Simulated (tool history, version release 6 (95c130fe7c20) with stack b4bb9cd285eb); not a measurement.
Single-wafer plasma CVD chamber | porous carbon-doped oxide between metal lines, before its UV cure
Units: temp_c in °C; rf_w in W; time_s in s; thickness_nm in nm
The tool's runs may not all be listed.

Run 1, hour 0.0: temp_c 295 °C, rf_w 425 W, time_s 21.9 s. Result: thickness_nm 119.19 nm.
Run 2, hour 0.8: temp_c 299 °C, rf_w 425 W, time_s 21.9 s. Result: thickness_nm 115.76 nm.
Run 3, hour 7.8: temp_c 301 °C, rf_w 415 W, time_s 21.9 s. Result: thickness_nm 111.00 nm.
Run 4, hour 13.3: temp_c 301 °C, rf_w 385 W, time_s 21.9 s. Result: thickness_nm 104.24 nm.
Run 5, hour 20.2: temp_c 301 °C, rf_w 435 W, time_s 21.9 s. Result: thickness_nm 117.57 nm.
Run 6, hour 27.3: temp_c 301 °C, rf_w 390 W, time_s 21.9 s. Result: thickness_nm 105.53 nm.

Run 7 comes next. What will it give?
Run 7, hour 31.7: temp_c 303 °C, rf_w 390 W, time_s 21.9 s. Result: thickness_nm ?.

Run 7 gave thickness_nm 104.04 nm.
